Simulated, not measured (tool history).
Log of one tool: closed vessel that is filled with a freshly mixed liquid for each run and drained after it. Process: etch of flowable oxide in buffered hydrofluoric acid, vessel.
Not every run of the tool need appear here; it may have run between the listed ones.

run    day  temperature setpoint of the liquid (K)  parts of 40 % ammonium fluoride to one part of 49 % hydrofluoric acid (parts by volume)  time in the liquid (s)  thickness taken off the flowable oxide on a monitor wafer (angstrom)
  1      0                                  294.15                                                                                       13                      85                                                                2000.7
  2  0.179                                  294.65                                                                                       13                      85                                                                2047.9
  3  0.533                                  295.15                                                                                       13                      85                                                                2112.7
  4  0.629                                  295.15                                                                                       13                      85                                                                2129.9
  5  0.908                                  292.15                                                                                       13                      85                                                                1784.2
  6  1.104                                  290.15                                                                                       13                      85                                                                1571.5
  7  1.404                                  290.15                                                                                       13                      85                                                                1588.3
  8  1.758                                  291.65                                                                                       13                      85                                                                1743.1

Expected results for the next run?
  9  2.1                                  292.65                                                                                       13                      85                                                                     ?

thickness taken off the flowable oxide on a monitor wafer (angstrom): 1840.1

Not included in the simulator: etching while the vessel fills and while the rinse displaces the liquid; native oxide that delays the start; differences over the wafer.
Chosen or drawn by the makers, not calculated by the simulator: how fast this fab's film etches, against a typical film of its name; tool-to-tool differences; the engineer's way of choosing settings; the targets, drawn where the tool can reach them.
